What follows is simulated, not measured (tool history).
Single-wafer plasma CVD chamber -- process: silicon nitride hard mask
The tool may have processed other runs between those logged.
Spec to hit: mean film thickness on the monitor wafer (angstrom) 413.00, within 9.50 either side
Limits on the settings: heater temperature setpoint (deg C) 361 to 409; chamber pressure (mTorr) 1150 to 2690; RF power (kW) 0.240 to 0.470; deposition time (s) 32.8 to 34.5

run,hour,heater temperature setpoint (deg C),chamber pressure (mTorr),RF power (kW),deposition time (s),mean film thickness on the monitor wafer (angstrom)
1,0.0,385,1920,0.355,34.5,473.99
2,7.9,385,1920,0.310,34.5,443.73
3,12.6,385,1850,0.305,34.5,433.41
4,17.3,385,1810,0.305,34.5,429.35
5,23.3,385,1780,0.305,34.5,425.23
6,29.8,381,1780,0.305,34.5,427.20
7,37.8,381,1750,0.305,34.5,423.49
8,41.3,381,1730,0.305,34.5,421.14
9,48.4,381,1710,0.305,34.5,428.66

5 candidate next runs follow, results not yet known. Just one meets every target within its allowed miss. Identify it.
A,55.5,373,2050,0.330,32.8,?
B,55.5,381,1710,0.335,34.5,?
C,55.5,374,1930,0.290,32.8,?
D,55.5,377,1770,0.340,34.5,?
E,55.5,377,1900,0.330,33.8,?

move,mean film thickness on the monitor wafer (angstrom)
A,448.34
B,448.25
C,414.23
D,456.96
E,451.19
A: further off than the last run
B: further off than the last run
C: hits every target within its allowed miss
D: further off than the last run
E: further off than the last run
Answer: C

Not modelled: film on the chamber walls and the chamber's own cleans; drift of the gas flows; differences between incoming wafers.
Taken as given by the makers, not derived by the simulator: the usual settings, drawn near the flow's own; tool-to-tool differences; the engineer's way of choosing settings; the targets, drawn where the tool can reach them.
